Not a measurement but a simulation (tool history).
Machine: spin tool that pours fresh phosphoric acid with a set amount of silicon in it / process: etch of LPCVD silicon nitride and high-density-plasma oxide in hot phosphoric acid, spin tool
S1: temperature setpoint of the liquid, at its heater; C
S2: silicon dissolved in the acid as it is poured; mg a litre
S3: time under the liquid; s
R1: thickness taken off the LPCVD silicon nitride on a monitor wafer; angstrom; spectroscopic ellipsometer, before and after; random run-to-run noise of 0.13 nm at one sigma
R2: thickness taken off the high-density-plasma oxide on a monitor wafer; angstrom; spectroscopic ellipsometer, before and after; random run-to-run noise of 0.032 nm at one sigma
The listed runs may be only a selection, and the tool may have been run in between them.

run,day,S1,S2,S3,R1,R2
1,0.000,160.0,28,180,156.030,2.9485
2,0.188,160.0,28,130,110.600,1.9276
3,0.529,159.0,28,130,107.820,1.4883
4,0.725,157.5,28,130,102.010,1.6315
5,0.892,156.5,28,130,98.864,1.5010
6,1.212,156.5,15,130,98.388,2.1506
7,1.479,157.5,18,145,114.790,2.2460

Run 8 is up next; what results do you expect?
# day 1.512: thermometer replaced
8,1.512,157.5,18,145,?,?

Run 8 measured R1 120.850 angstrom, R2 2.7042 angstrom.
